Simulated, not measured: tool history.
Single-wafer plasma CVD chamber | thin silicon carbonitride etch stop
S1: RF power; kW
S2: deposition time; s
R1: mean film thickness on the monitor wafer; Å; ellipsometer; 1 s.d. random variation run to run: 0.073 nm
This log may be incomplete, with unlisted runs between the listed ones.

{"run": 1, "day": 0.0, "S1": 0.155, "S2": 25, "R1": 129.11}
{"run": 2, "day": 0.212, "S1": 0.155, "S2": 27.5, "R1": 143.45}
{"run": 3, "day": 0.421, "S1": 0.16, "S2": 27.7, "R1": 146.28}
{"run": 4, "day": 0.733, "S1": 0.16, "S2": 25.9, "R1": 136.7}
{"run": 5, "day": 0.954, "S1": 0.16, "S2": 29.3, "R1": 153.29}
{"run": 6, "day": 1.188, "S1": 0.16, "S2": 28, "R1": 147.97}
{"run": 7, "day": 1.229, "S1": 0.165, "S2": 28.1, "R1": 150.91}
{"run": 8, "day": 1.421, "S1": 0.165, "S2": 28.1, "R1": 151.2}
{"run": 9, "day": 1.617, "S1": 0.175, "S2": 28.2, "R1": 155.08}

Run 10, settings as shown, results not yet in. Your forecast:
{"run": 10, "day": 1.65, "S1": 0.185, "S2": 28.3, "R1": "?"}

Run 10 produced R1 158.37 Å.

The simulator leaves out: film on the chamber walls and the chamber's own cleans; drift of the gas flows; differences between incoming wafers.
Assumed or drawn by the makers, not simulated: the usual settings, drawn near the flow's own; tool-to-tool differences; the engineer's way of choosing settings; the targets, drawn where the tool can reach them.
